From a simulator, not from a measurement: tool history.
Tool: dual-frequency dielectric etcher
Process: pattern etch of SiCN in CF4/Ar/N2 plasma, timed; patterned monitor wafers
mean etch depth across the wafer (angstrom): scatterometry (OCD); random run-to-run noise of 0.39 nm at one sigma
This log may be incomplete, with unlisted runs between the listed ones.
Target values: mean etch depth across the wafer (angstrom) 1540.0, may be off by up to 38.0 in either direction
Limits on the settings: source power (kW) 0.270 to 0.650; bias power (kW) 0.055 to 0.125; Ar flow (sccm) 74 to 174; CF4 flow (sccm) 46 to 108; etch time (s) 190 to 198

run	hour	source power (kW)	bias power (kW)	Ar flow (sccm)	CF4 flow (sccm)	etch time (s)	mean etch depth across the wafer (angstrom)
1	0.0	0.460	0.090	124	77	190	1780.6
2	5.9	0.530	0.090	124	77	190	2027.1
3	9.4	0.610	0.090	124	77	190	2305.0
4	10.8	0.610	0.090	124	77	190	2305.9
5	14.4	0.610	0.090	124	77	198	2404.3
6	18.6	0.610	0.103	124	77	198	2518.4
7	23.8	0.570	0.102	125	77	198	2362.8
# hour 32.5: bias power generator calibrated
8	32.5	0.530	0.101	125	77	198	2229.2

Exercise: of the 4 proposed moves below, exactly one satisfies all targets within the stated allowed misses. Which move is it?
A	41.2	0.380	0.087	130	81	190	?
B	41.2	0.390	0.095	131	74	190	?
C	41.2	0.360	0.100	130	65	190	?
D	41.2	0.400	0.073	93	69	190	?

move	mean etch depth across the wafer (angstrom)
A	1488.1
B	1556.5
C	1451.6
D	1490.0
A: moves the result that the last run missed by most past its target, out the other side
B: meets every target
C: moves the result that the last run missed by most past its target, out the other side
D: moves the result that the last run missed by most past its target, out the other side
B meets every target.
